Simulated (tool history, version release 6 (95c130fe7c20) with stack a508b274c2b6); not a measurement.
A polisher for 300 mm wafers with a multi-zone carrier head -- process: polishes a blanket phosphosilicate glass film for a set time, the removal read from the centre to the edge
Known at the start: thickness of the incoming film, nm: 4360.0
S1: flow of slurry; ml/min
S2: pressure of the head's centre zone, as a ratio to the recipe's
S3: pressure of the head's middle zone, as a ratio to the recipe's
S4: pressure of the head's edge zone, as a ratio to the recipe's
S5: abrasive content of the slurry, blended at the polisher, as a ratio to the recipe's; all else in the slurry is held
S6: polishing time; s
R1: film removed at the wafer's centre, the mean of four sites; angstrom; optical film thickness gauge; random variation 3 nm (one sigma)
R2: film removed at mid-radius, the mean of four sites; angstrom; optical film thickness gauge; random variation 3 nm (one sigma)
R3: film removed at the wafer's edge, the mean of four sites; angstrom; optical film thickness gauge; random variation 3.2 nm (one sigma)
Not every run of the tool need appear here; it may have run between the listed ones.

run	hour	S1	S2	S3	S4	S5	S6	R1	R2	R3
1	0	305	1	1	1	1	36	4237.3	4436.3	4333.4
2	2.5	305	0.97	1	1	1	36	4223.7	4353.7	4387
3	10.3	305	0.97	1.03	1	1	36	4238.4	4528.7	4409.4
4	18.7	305	0.9	1.03	1	1	36	3893.3	4483.8	4379.6
5	23.4	305	0.9	0.99	1	1	36	3912.6	4398.7	4383.7
6	32.2	305	0.9	0.99	1	1	32	3451.8	3868.2	3971.6

Run 7 has not been measured yet. What should we expect?
7	33.5	305	0.9	0.99	1	1	32	?	?	?

{"run 7": {"R1": 3456, "R2": 3839.7, "R3": 3963.9}}
